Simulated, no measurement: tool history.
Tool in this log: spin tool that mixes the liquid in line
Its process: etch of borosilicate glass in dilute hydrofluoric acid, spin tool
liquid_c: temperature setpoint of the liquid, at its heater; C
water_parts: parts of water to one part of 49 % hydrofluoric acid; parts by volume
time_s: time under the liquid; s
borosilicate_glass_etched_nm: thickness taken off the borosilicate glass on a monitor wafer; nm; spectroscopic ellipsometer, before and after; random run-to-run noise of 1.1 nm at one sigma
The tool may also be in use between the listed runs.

{"run": 1, "hour": 0.0, "liquid_c": 22.0, "water_parts": 80, "time_s": 90, "borosilicate_glass_etched_nm": 37.244}
{"run": 2, "hour": 4.0, "liquid_c": 22.0, "water_parts": 95, "time_s": 90, "borosilicate_glass_etched_nm": 30.93}
{"run": 3, "hour": 7.9, "liquid_c": 22.0, "water_parts": 95, "time_s": 90, "borosilicate_glass_etched_nm": 30.795}
{"run": 4, "hour": 9.6, "liquid_c": 23.5, "water_parts": 80, "time_s": 90, "borosilicate_glass_etched_nm": 39.124}
{"run": 5, "hour": 16.9, "liquid_c": 24.5, "water_parts": 70, "time_s": 90, "borosilicate_glass_etched_nm": 47.603}
{"run": 6, "hour": 24.6, "liquid_c": 24.5, "water_parts": 80, "time_s": 90, "borosilicate_glass_etched_nm": 41.375}
{"run": 7, "hour": 33.5, "liquid_c": 25.5, "water_parts": 70, "time_s": 90, "borosilicate_glass_etched_nm": 49.173}
{"run": 8, "hour": 37.9, "liquid_c": 26.5, "water_parts": 60, "time_s": 90, "borosilicate_glass_etched_nm": 60.81}
{"run": 9, "hour": 46.4, "liquid_c": 30.0, "water_parts": 30, "time_s": 90, "borosilicate_glass_etched_nm": 145.88}

Predict the results of run 10:
{"run": 10, "hour": 52.4, "liquid_c": 29.5, "water_parts": 30, "time_s": 90, "borosilicate_glass_etched_nm": "?"}

For run 10 the tool returned borosilicate_glass_etched_nm 143.170 nm.
